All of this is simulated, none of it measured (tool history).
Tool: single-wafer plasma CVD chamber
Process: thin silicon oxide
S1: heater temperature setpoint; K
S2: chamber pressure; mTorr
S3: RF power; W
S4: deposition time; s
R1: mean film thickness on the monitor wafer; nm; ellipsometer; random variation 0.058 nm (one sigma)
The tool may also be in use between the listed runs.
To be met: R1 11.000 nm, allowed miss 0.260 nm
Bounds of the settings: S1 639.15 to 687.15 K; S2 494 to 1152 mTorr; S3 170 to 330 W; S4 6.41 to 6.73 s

{"run": 1, "hour": 0.0, "S1": 663.15, "S2": 823, "S3": 250, "S4": 6.73, "R1": 12.122}
{"run": 2, "hour": 3.6, "S1": 663.15, "S2": 823, "S3": 250, "S4": 6.73, "R1": 12.243}
{"run": 3, "hour": 4.2, "S1": 663.15, "S2": 794, "S3": 250, "S4": 6.73, "R1": 11.819}
{"run": 4, "hour": 8.1, "S1": 663.15, "S2": 794, "S3": 275, "S4": 6.73, "R1": 12.435}
{"run": 5, "hour": 10.5, "S1": 663.15, "S2": 760, "S3": 275, "S4": 6.73, "R1": 11.939}
{"run": 6, "hour": 15.5, "S1": 663.15, "S2": 738, "S3": 275, "S4": 6.73, "R1": 11.852}
{"run": 7, "hour": 17.5, "S1": 663.15, "S2": 714, "S3": 275, "S4": 6.73, "R1": 11.589}
{"run": 8, "hour": 20.4, "S1": 663.15, "S2": 697, "S3": 275, "S4": 6.73, "R1": 11.313}

4 next moves are on the table. One of them brings every result within its allowed miss. Which?
{"run": "A", "hour": 23.3, "S1": 649.15, "S2": 703, "S3": 260, "S4": 6.6, "R1": "?"}
{"run": "B", "hour": 23.3, "S1": 670.15, "S2": 756, "S3": 280, "S4": 6.54, "R1": "?"}
{"run": "C", "hour": 23.3, "S1": 661.15, "S2": 661, "S3": 265, "S4": 6.41, "R1": "?"}
{"run": "D", "hour": 23.3, "S1": 654.15, "S2": 682, "S3": 305, "S4": 6.68, "R1": "?"}

move=A R1=10.917
move=B R1=11.671
move=C R1=10.112
move=D R1=11.599
A: meets every target
B: further off than the last run
C: takes the result that was furthest off past its target
D: further off than the last run
Move A is the one to make.
